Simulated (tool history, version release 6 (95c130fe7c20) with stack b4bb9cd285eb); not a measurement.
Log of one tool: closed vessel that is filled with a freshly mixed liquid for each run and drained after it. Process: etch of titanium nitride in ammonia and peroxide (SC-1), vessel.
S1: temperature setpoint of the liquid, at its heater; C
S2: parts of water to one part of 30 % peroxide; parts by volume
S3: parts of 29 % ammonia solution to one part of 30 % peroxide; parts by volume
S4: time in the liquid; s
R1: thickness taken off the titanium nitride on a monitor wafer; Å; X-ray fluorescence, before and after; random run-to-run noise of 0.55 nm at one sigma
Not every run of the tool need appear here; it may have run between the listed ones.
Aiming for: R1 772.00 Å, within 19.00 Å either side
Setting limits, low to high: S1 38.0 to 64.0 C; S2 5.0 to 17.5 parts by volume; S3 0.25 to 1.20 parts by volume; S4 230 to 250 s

run  hour    S1   S2    S3   S4      R1
  1   0.0  48.0  9.5  0.95  230  260.84
  2   1.3  52.5  9.5  0.95  230  357.45
  3   2.9  52.5  9.5  0.95  230  351.70
  4   6.8  52.5  9.5  1.20  230  365.69
  5   7.7  45.5  9.5  1.20  230  225.29
  6  13.2  50.5  9.5  1.20  230  323.22
  7  14.5  54.0  9.5  1.20  230  405.72
  8  17.1  56.5  9.5  1.20  230  477.70
  9  23.4  58.5  9.5  1.20  230  544.82

Exercise: of the 5 proposed moves below, exactly one satisfies all targets within the stated allowed misses. Which move is it?
  A  29.7  64.0  11.0  1.00  250   ?
  B  29.7  62.5   6.0  1.10  245   ?
  C  29.7  62.0  12.0  0.95  250   ?
  D  29.7  55.5   5.0  1.15  240   ?
  E  29.7  60.5   8.0  1.20  245   ?

move      R1
   A  769.75
   B  927.36
   C  642.08
   D  622.50
   E  721.61
A: every result lands within tolerance
B: carries the result that was furthest off beyond its target, to the other side
C: closes in on the targets versus the last run, not all within tolerance yet
D: closes in on the targets versus the last run, not all within tolerance yet
E: closes in on the targets versus the last run, not all within tolerance yet
Answer: A
